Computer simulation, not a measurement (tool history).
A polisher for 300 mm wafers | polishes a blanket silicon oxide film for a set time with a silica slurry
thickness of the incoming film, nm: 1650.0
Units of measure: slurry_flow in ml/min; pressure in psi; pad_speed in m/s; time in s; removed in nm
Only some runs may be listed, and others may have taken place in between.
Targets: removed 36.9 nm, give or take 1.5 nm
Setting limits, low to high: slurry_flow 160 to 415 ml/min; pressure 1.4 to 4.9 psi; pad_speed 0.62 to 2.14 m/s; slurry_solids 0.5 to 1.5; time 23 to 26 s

run	hour	slurry_flow	pressure	pad_speed	slurry_solids	time	removed
1	0	265	3.1	1.38	1	26	71.647
2	7.5	265	3.9	1.38	1	26	89.127
3	12.4	265	3.6	1.34	1	26	80.918
4	16.5	265	3.6	1.34	1.1	26	87.499
5	19.7	265	4.2	1.34	1.1	26	99.321
6	27.5	265	4.2	1.34	1.1	23	87.366
7	30.5	265	3.8	1.28	1.1	23	78.317
8	36.6	265	3.5	1.24	1.1	23	70.346
9	41.1	265	3.2	1.22	1.1	23	65.081
10	45.8	265	3	1.2	1.1	23	59.432
11	54.2	265	2.8	1.2	1.1	23	56.204
12	55	265	2.6	1.2	1.1	23	52.515
13	62.8	265	2.5	1.2	1.1	23	50.435
14	68.2	265	2.4	1.2	1.1	23	48.58
15	76.8	265	1.5	1.18	1.1	23	30.843
16	81.6	265	1.5	1.18	1.1	23	30.543
17	87.4	265	1.6	1.18	1.1	23	32.528
18	92.2	265	1.6	1.18	1.1	23	32.894

Below are 4 possible settings for the next run. Only one of them brings all results inside the allowed miss of their targets. Which is it?
A	97	210	1.5	1.26	1.1	23	?
B	97	295	1.6	1.08	1.3	25	?
C	97	300	1.7	1.12	1.05	23	?
D	97	205	1.4	1.18	1.4	24	?

move	removed
A	31.284
B	37.144
C	33.196
D	32.891
A: misses by more than the last run did
B: every result lands within tolerance
C: closes in on the targets versus the last run, not all within tolerance yet
D: no nearer and no further than the last run
The right move is B.

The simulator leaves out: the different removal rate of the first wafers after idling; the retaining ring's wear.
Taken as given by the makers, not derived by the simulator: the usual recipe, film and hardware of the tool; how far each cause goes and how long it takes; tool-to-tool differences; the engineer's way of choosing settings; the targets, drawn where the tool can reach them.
